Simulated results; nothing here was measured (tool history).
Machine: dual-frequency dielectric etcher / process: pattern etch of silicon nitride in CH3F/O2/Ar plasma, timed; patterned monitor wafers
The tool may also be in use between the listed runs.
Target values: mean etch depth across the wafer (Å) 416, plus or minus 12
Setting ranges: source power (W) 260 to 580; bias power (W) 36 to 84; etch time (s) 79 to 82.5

run    day  source power (W)  bias power (W)  etch time (s)  mean etch depth across the wafer (Å)
  1      0               420              60             79                                 535.6
  2  0.329               400              58             79                                518.55
  3  0.692               390              56             79                                502.62
  4  0.862               380              55             79                                496.41
  5  0.942               370              54             79                                485.33
  6  1.054               370              54           82.5                                507.55
       1.4  -- bias power generator calibrated
  7    1.4               360              53           82.5                                503.29
  8  1.454               350              52           82.5                                 492.2
  9  1.692               340              51           82.5                                481.97
 10   1.85               330              50           82.5                                472.32
 11  2.033               320              49           82.5                                462.23
 12  2.238               270              41             81                                383.93
 13  2.388               280              41             81                                392.28

Of the 5 settings listed for the next run, only one would bring every result within its allowed miss of target. Which one?
  A  2.538               260              44           80.5                                     ?
  B  2.538               270              37           82.5                                     ?
  C  2.538               270              40           82.5                                     ?
  D  2.538               260              52             81                                     ?
  E  2.538               260              39             79                                     ?

move  mean etch depth across the wafer (Å)
   A                                387.05
   B                                372.81
   C                                 386.6
   D                                420.58
   E                                359.11
A: the biggest miss grows against the last run
B: the biggest miss grows against the last run
C: the biggest miss grows against the last run
D: hits every target within its allowed miss
E: the biggest miss grows against the last run
Go with D: it meets all targets.
